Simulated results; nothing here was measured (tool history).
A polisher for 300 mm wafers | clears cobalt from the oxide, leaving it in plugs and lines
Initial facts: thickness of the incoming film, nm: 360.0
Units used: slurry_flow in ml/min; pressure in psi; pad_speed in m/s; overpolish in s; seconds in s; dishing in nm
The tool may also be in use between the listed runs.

run 1 hour=0 | slurry_flow=320 pressure=1.5 pad_speed=0.96 overpolish=8 | seconds=101.36 dishing=20.952
run 2 hour=4.7 | slurry_flow=250 pressure=1.5 pad_speed=0.96 overpolish=8 | seconds=108.91 dishing=19.988
run 3 hour=8.5 | slurry_flow=250 pressure=1.5 pad_speed=0.96 overpolish=9 | seconds=104.91 dishing=22.399
run 4 hour=13 | slurry_flow=260 pressure=1.6 pad_speed=0.96 overpolish=9 | seconds=99.243 dishing=23.39
run 5 hour=16.1 | slurry_flow=270 pressure=1.7 pad_speed=0.96 overpolish=9 | seconds=91.626 dishing=24.332
run 6 hour=24.5 | slurry_flow=345 pressure=1.7 pad_speed=0.96 overpolish=9 | seconds=91.097 dishing=24.832
run 7 hour=32.9 | slurry_flow=345 pressure=1.8 pad_speed=0.96 overpolish=9 | seconds=87.497 dishing=26.293

Run 8, settings as shown, results not yet in. Your forecast:
run 8 hour=40 | slurry_flow=345 pressure=1.9 pad_speed=0.96 overpolish=9 | seconds=? dishing=?

{"run 8": {"seconds": 82.12, "dishing": 26.57}}

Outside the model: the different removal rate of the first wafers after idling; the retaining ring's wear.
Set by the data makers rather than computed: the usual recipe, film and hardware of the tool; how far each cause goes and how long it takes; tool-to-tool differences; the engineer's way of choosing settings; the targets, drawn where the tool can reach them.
